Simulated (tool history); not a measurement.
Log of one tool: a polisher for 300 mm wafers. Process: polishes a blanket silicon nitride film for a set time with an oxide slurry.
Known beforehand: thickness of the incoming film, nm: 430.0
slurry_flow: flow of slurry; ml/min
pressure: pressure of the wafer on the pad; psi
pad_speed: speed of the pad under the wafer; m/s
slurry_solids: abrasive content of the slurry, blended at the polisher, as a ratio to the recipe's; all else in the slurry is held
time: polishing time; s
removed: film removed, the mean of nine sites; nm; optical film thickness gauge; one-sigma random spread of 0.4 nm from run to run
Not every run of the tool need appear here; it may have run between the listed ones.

run	hour	slurry_flow	pressure	pad_speed	slurry_solids	time	removed
1	0	210	3.4	1.06	1	48	35.3
2	8.2	215	3.6	1.06	1	48	36.279
3	12	215	3.9	1.06	1	48	38.173
4	14.1	215	4.2	1.06	1	48	41.357
5	17.8	215	3.6	1.06	1	48	36.828
6	21.1	220	3.9	1.06	1	48	38.48
7	29.6	220	4.1	1.06	1	48	39.851

Forecast run 8:
8	34.7	220	4.3	1.06	1	48	?

removed: 41.587 nm
